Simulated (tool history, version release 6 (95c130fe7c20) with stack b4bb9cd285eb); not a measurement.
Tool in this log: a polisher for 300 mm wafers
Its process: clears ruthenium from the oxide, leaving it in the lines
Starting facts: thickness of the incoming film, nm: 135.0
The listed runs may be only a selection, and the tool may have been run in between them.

run,hour,flow of slurry (ml/min),pressure of the wafer on the pad (kPa),speed of the pad under the wafer (m/s),overpolish time after the end point (s),time until the end point was called (s)
1,0.0,280,14.5,1.06,21,110.410
2,4.0,280,14.5,1.06,21,112.210
3,5.0,280,13.1,1.04,21,124.790
4,6.0,280,13.1,1.20,21,111.280
5,11.0,280,16.5,1.20,21,89.409
6,17.4,245,16.5,1.20,21,88.783

For run 7, what comes out?
7,24.9,245,12.4,0.96,21,?

time until the end point was called (s): 145.180
